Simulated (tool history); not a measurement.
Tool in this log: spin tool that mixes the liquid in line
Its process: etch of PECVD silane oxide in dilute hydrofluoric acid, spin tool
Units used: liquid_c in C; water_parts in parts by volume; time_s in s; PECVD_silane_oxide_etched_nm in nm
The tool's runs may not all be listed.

run	day	liquid_c	water_parts	time_s	PECVD_silane_oxide_etched_nm
1	0	22	225	305	27.307
2	0.129	23.5	205	305	32.178
3	0.467	25	190	305	37.21
4	0.742	28.5	190	305	42.429
5	0.954	28.5	260	305	28.472
6	1.125	28.5	210	305	37.251
7	1.358	29	190	305	42.501
8	1.396	29	190	305	43.326
9	1.538	29	180	305	45.505
10	1.708	29	170	305	49.111
11	1.883	29	165	305	51.646
12	2.171	29	160	305	53.138
13	2.292	29	155	305	55.295

The next listed run, before its measurement:
14	2.608	30	145	305	?

Run 14 measured PECVD_silane_oxide_etched_nm 61.473 nm.
